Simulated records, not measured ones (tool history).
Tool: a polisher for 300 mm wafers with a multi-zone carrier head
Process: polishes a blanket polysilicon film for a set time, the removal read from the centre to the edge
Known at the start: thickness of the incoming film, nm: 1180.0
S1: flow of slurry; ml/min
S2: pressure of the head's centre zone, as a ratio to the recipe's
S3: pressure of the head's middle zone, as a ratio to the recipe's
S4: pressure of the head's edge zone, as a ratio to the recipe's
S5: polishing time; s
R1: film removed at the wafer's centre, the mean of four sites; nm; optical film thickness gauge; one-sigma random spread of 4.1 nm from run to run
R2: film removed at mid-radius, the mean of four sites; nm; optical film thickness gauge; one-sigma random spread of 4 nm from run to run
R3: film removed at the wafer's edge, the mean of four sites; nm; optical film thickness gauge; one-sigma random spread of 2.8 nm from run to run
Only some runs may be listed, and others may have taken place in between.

run  hour   S1    S2    S3    S4  S5      R1      R2      R3
  1   0.0  310  1.00  1.00  1.00  44  425.84  417.15  410.53
  2   3.9  300  0.96  0.99  1.00  44  393.45  406.19  411.91
  3   9.8  300  0.88  0.99  1.00  44  364.32  416.14  412.55
  4  17.5  290  0.88  0.97  0.99  44  371.91  405.02  408.64
  5  22.9  285  0.86  0.96  0.99  44  355.69  403.19  410.58
  6  29.7  230  0.86  0.96  0.99  44  349.73  390.10  403.66
  7  38.5  225  0.86  0.96  0.98  44  351.68  402.54  399.84

Forecast run 8:
  8  40.6  225  0.86  0.96  0.98  44   ?   ?   ?

R1: 348.98 nm
R2: 400.07 nm
R3: 399.04 nm
